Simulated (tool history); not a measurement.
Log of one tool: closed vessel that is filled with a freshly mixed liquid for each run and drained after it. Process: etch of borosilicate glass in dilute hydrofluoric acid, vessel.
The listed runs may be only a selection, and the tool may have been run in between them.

run	hour	temperature setpoint of the liquid (°C)	parts of water to one part of 49 % hydrofluoric acid (parts by volume)	time in the liquid (s)	thickness taken off the borosilicate glass on a monitor wafer (nm)
1	0.0	23.0	120	35	8.9019
2	5.4	24.0	115	35	9.7509
3	11.7	24.0	115	30	8.3668
4	14.4	24.0	115	35	9.6558
5	18.9	25.0	110	35	10.6630
6	23.2	25.0	130	35	8.8074
7	32.1	25.5	120	35	9.8586
8	36.2	26.0	115	35	10.4690
9	43.0	26.5	110	35	11.2870
10	43.8	30.5	60	35	25.9360

Expected results for the next run?
# hour 45.1: thermometer replaced
11	45.1	30.0	60	35	?

For run 11 the tool returned thickness taken off the borosilicate glass on a monitor wafer (nm) 24.2620.
